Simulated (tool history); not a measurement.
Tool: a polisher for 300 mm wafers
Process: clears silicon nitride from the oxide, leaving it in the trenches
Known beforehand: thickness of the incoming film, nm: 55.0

run  hour  flow of slurry (ml/min)  pressure of the wafer on the pad (psi)  speed of the pad under the wafer (cm/s)  overpolish time after the end point (s)  time until the end point was called (s)
  1     0                      275                                     1.9                                      112                                        6                                   69.882
  2   2.2                      210                                     1.9                                      112                                        6                                     70.7
  3   5.7                      210                                     2.2                                      114                                        6                                   62.248
  4   8.6                      210                                     2.2                                      114                                        6                                   61.617
  5  10.3                      210                                     2.5                                      120                                        6                                   52.093
  6  15.9                      210                                     2.5                                       98                                        6                                   61.958
  7  21.3                      215                                     2.7                                      110                                        6                                   51.636
  8  29.2                      215                                     2.8                                      118                                        6                                   46.826
  9  32.8                      215                                     2.9                                      124                                        6                                   43.887
 10  33.7                      215                                     2.9                                      130                                        6                                   41.207
 11  37.9                      215                                     2.9                                      132                                        6                                   41.105

Run 12, settings as shown, results not yet in. Your forecast:
 12  39.6                      215                                     2.9                                      134                                        6                                        ?

time until the end point was called (s): 40.087

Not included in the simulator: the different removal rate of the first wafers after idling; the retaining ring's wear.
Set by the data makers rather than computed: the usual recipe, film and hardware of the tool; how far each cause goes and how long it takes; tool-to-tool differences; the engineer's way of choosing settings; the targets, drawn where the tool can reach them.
